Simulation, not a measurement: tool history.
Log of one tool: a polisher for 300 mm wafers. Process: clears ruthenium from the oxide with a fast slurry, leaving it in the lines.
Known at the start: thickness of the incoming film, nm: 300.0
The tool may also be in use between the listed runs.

run,hour,flow of slurry (ml/min),pressure of the wafer on the pad (kPa),speed of the pad under the wafer (cm/s),abrasive content of the slurry,overpolish time after the end point (s),time until the end point was called (s),dishing of a wide line in a test structure (nm)
1,0,150,22.1,122,1,28,47.523,108.66
2,8.7,150,25.5,124,1,29,42.048,124.81
3,16.7,150,25.5,124,0.95,29,42.081,121.25
4,20.2,150,25.5,138,0.95,29,39.697,125.24
5,21.8,180,25.5,138,0.95,29,38.192,132.8
6,23.4,180,25.5,138,0.95,20,36.926,99.753
7,28.3,180,26.9,144,1,23,33.928,123.3
8,35,180,26.9,144,1,23,34.739,119.94

Run 9 comes next. What will it give?
9,36,180,28.3,148,1.05,24,?,?

time until the end point was called (s): 30.615
dishing of a wide line in a test structure (nm): 130.46

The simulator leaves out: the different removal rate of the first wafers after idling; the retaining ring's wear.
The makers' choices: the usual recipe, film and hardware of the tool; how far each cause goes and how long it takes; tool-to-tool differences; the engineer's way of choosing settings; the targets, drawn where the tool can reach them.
